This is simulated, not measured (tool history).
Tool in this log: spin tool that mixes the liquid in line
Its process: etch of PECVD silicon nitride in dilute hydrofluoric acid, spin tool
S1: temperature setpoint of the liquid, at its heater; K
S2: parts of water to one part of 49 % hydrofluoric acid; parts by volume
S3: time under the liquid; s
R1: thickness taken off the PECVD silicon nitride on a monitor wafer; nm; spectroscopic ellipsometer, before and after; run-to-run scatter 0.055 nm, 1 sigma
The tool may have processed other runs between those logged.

Run 1, hour 0: S1 297.15 K, S2 120 parts by volume, S3 270 s. Result: R1 9.4741 nm.
Run 2, hour 1.2: S1 297.15 K, S2 135 parts by volume, S3 270 s. Result: R1 8.419 nm.
Run 3, hour 4.4: S1 296.15 K, S2 135 parts by volume, S3 270 s. Result: R1 8.0005 nm.
Run 4, hour 10.3: S1 297.65 K, S2 135 parts by volume, S3 270 s. Result: R1 8.8016 nm.
Run 5, hour 12.3: S1 294.15 K, S2 135 parts by volume, S3 270 s. Result: R1 6.9625 nm.
Run 6, hour 13.2: S1 294.15 K, S2 135 parts by volume, S3 270 s. Result: R1 6.9879 nm.
Run 7, hour 21.7: S1 293.65 K, S2 135 parts by volume, S3 270 s. Result: R1 6.7192 nm.

Run 8 is up next; what results do you expect?
Run 8, hour 30.2: S1 293.15 K, S2 135 parts by volume, S3 270 s. Result: R1 ?.

For run 8 the tool returned R1 6.4369 nm.
